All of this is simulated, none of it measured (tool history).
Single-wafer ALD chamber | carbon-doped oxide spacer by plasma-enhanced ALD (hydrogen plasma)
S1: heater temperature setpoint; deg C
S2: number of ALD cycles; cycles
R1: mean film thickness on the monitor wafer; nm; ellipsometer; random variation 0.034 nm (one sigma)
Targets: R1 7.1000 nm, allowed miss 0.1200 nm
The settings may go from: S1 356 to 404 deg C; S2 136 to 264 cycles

run  hour   S1   S2      R1
  1   0.0  380  200  8.9086
  2   1.6  380  185  8.2912
  3   3.9  380  175  7.8142
  4   7.4  370  175  7.8325
  5  12.3  370  191  8.4680
  6  19.6  370  180  8.0530
  7  25.8  370  172  7.6430
  8  28.7  370  168  7.4985
     37.6  -- thermocouple changed; heater temperature recalibrated
  9  37.6  370  165  7.3184

Which of these 4 next moves meets every target?
  A  46.5  370  152   ?
  B  46.5  364  176   ?
  C  46.5  356  160   ?
  D  46.5  373  166   ?

move      R1
   A  6.8119
   B  7.8875
   C  7.1705
   D  7.4394
A: takes the result that was furthest off past its target
B: further off than the last run
C: meets every target
D: further off than the last run
Move C is the one to make.
